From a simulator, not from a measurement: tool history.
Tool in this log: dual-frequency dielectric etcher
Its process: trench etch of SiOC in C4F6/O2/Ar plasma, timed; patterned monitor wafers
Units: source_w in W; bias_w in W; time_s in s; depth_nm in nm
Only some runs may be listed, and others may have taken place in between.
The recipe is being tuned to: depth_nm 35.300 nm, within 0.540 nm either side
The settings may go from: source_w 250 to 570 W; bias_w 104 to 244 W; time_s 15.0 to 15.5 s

| run | hour | source_w | bias_w | time_s | depth_nm |
|---|---|---|---|---|---|
| 1 | 0.0 | 410 | 174 | 15.0 | 29.991 |
| 2 | 8.0 | 410 | 174 | 15.5 | 30.954 |
| 3 | 12.8 | 450 | 177 | 15.5 | 32.298 |
| 4 | 18.8 | 480 | 179 | 15.5 | 33.210 |
| 5 | 22.0 | 480 | 179 | 15.5 | 32.897 |
| 6 | 27.5 | 510 | 179 | 15.5 | 33.447 |
| 7 | 32.3 | 530 | 183 | 15.5 | 34.553 |
| 8 | 36.7 | 540 | 184 | 15.5 | 34.705 |

Which one of the following 5 next-run settings gets every result inside its allowed miss? There is exactly one.
| A | 41.1 | 500 | 198 | 15.5 | ? |
| B | 41.1 | 480 | 191 | 15.5 | ? |
| C | 41.1 | 570 | 184 | 15.0 | ? |
| D | 41.1 | 570 | 166 | 15.5 | ? |
| E | 41.1 | 550 | 187 | 15.0 | ? |

| move | depth_nm |
|---|---|
| A | 35.035 |
| B | 34.019 |
| C | 34.036 |
| D | 33.434 |
| E | 33.933 |
A: hits every target within its allowed miss
B: misses by more than the last run did
C: misses by more than the last run did
D: misses by more than the last run did
E: misses by more than the last run did
The right move is A.

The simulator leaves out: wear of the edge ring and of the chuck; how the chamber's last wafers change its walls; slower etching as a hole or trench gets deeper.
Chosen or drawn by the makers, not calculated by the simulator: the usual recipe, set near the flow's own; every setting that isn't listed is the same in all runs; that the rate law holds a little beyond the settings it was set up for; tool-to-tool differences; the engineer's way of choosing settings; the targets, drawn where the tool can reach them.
